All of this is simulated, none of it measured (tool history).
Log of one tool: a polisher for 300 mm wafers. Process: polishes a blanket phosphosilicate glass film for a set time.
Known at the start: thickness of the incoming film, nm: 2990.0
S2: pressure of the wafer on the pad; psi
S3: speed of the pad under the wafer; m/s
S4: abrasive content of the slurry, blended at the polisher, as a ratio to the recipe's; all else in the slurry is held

run 1 day=0.000 | flow_of_slurry_(ml/min)=125 S2=3.0 S3=0.98 S4=1.00 polishing_time_(s)=45 | film_removed_(angstrom)=3035.7
run 2 day=0.362 | flow_of_slurry_(ml/min)=120 S2=2.6 S3=0.98 S4=1.00 polishing_time_(s)=45 | film_removed_(angstrom)=2622.6
run 3 day=0.396 | flow_of_slurry_(ml/min)=120 S2=2.6 S3=0.98 S4=1.05 polishing_time_(s)=45 | film_removed_(angstrom)=2691.7
run 4 day=0.500 | flow_of_slurry_(ml/min)=115 S2=2.3 S3=0.98 S4=1.05 polishing_time_(s)=45 | film_removed_(angstrom)=2407.4
run 5 day=0.700 | flow_of_slurry_(ml/min)=115 S2=2.3 S3=1.06 S4=1.05 polishing_time_(s)=45 | film_removed_(angstrom)=2499.8
run 6 day=1.008 | flow_of_slurry_(ml/min)=115 S2=2.3 S3=0.92 S4=1.05 polishing_time_(s)=45 | film_removed_(angstrom)=2337.9
run 7 day=1.371 | flow_of_slurry_(ml/min)=110 S2=2.1 S3=0.92 S4=1.05 polishing_time_(s)=45 | film_removed_(angstrom)=2166.3

Run 8 comes next. What will it give?
run 8 day=1.721 | flow_of_slurry_(ml/min)=105 S2=2.0 S3=0.92 S4=1.05 polishing_time_(s)=45 | film_removed_(angstrom)=?

film removed (angstrom): 2072.1

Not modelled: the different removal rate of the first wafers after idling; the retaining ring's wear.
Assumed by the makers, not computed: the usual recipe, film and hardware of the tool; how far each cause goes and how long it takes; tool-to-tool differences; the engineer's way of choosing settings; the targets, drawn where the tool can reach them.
